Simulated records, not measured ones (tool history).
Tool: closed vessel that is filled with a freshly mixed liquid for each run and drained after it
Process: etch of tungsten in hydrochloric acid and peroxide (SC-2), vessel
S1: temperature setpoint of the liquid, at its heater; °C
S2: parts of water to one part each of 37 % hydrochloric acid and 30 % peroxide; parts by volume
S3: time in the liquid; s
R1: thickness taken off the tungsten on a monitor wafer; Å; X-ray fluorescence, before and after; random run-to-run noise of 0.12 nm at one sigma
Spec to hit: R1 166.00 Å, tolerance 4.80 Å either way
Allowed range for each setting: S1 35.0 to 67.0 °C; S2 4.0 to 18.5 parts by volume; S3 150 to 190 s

run 1 hour=0.0 | S1=51.0 S2=10.5 S3=190 | R1=206.52
run 2 hour=2.9 | S1=51.0 S2=8.5 S3=190 | R1=242.25
run 3 hour=4.2 | S1=49.5 S2=8.5 S3=190 | R1=222.38
run 4 hour=8.2 | S1=48.5 S2=8.5 S3=190 | R1=209.53
run 5 hour=13.0 | S1=48.5 S2=8.5 S3=190 | R1=208.16
run 6 hour=21.5 | S1=47.5 S2=8.5 S3=190 | R1=195.84
run 7 hour=30.0 | S1=47.0 S2=8.5 S3=190 | R1=184.84
run 8 hour=36.1 | S1=46.5 S2=8.5 S3=190 | R1=182.59
run 9 hour=44.8 | S1=46.0 S2=8.5 S3=190 | R1=175.04

Pick the move, out of 4, that brings all results within their allowed miss; only one does.
run A hour=53.5 | S1=53.0 S2=14.0 S3=160 | R1=?
run B hour=53.5 | S1=48.5 S2=10.0 S3=165 | R1=?
run C hour=53.5 | S1=44.5 S2=7.0 S3=170 | R1=?
run D hour=53.5 | S1=45.0 S2=8.5 S3=180 | R1=?

move=A R1=154.60
move=B R1=157.69
move=C R1=164.94
move=D R1=154.94
A: takes the result that was furthest off past its target
B: takes the result that was furthest off past its target
C: all results land within tolerance of their targets
D: takes the result that was furthest off past its target
So the answer is move C, the one that meets all the targets.
